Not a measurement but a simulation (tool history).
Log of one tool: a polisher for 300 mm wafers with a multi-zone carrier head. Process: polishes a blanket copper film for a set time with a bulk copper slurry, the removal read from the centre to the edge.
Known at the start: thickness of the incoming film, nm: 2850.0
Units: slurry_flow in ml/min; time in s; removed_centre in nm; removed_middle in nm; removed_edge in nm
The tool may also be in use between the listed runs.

run  hour  slurry_flow  centre_zone  middle_zone  edge_zone  slurry_solids  time  removed_centre  removed_middle  removed_edge
  1   0.0          280         1.00         1.00       1.00           1.00    45          350.30          339.97        348.74
  2   2.2          280         1.01         0.99       0.97           0.90    45          345.62          335.04        338.42
  3   9.8          305         1.01         0.99       0.97           0.90    45          341.68          333.37        343.11
  4  13.2          305         1.01         0.99       0.97           1.05    45          360.30          346.37        355.44
  5  14.0          305         1.01         1.05       0.97           1.05    45          364.70          367.16        347.37
  6  15.3          290         1.03         1.03       0.95           0.95    45          349.95          347.82        339.99
  7  18.5          285         1.06         1.02       0.93           0.95    44          357.28          338.32        330.21

The next listed run, before its measurement:
  8  22.7          275         1.08         1.01       0.91           0.90    44               ?               ?             ?

removed_centre: 353.82 nm
removed_middle: 330.46 nm
removed_edge: 324.89 nm
